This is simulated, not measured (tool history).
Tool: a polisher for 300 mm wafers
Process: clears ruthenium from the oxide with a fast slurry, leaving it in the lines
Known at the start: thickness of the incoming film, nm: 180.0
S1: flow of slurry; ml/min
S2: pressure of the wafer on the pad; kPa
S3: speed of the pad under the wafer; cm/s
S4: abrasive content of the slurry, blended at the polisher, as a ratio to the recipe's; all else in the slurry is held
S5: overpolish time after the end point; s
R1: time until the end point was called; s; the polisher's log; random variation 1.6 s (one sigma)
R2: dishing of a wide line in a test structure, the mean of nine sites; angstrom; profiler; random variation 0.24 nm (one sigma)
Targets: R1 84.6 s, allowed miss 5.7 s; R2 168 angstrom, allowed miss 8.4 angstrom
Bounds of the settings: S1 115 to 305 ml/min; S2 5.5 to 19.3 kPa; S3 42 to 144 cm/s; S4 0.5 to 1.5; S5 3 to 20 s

run 1 day=0 | S1=195 S2=12.4 S3=92 S4=1 S5=10 | R1=62.689 R2=245.76
run 2 day=0.146 | S1=195 S2=12.4 S3=92 S4=1.15 S5=10 | R1=58.531 R2=265.39
run 3 day=0.333 | S1=195 S2=11 S3=92 S4=1.15 S5=10 | R1=66.744 R2=239.53
run 4 day=0.608 | S1=215 S2=11 S3=92 S4=1.15 S5=10 | R1=65.402 R2=240.8
run 5 day=0.904 | S1=215 S2=10.3 S3=92 S4=1.15 S5=10 | R1=67.767 R2=226.69
run 6 day=1.258 | S1=215 S2=8.3 S3=92 S4=1.15 S5=10 | R1=86.698 R2=187.14
run 7 day=1.4 | S1=215 S2=9 S3=90 S4=1.15 S5=8 | R1=79.403 R2=156.53
run 8 day=1.717 | S1=210 S2=9 S3=90 S4=1.15 S5=8 | R1=81.089 R2=157.62
run 9 day=1.971 | S1=205 S2=9 S3=90 S4=1.15 S5=8 | R1=82.641 R2=157.99
run 10 day=2.342 | S1=200 S2=9 S3=90 S4=1.15 S5=8 | R1=84.539 R2=158.63
run 11 day=2.383 | S1=195 S2=9 S3=90 S4=1.15 S5=8 | R1=81.322 R2=156.9

Which of these 4 next moves meets every target?
run A day=2.425 | S1=230 S2=7.6 S3=100 S4=1.15 S5=8 | R1=? R2=?
run B day=2.425 | S1=210 S2=8.3 S3=110 S4=1.2 S5=9 | R1=? R2=?
run C day=2.425 | S1=245 S2=8.3 S3=90 S4=1.15 S5=9 | R1=? R2=?
run D day=2.425 | S1=185 S2=9.7 S3=88 S4=1.25 S5=9 | R1=? R2=?

move=A R1=85.498 R2=147.29
move=B R1=72.099 R2=194.43
move=C R1=84.922 R2=166.13
move=D R1=73.566 R2=190.72
A: further off than the last run
B: takes the result that was furthest off past its target
C: meets every target
D: takes the result that was furthest off past its target
The right move is C.
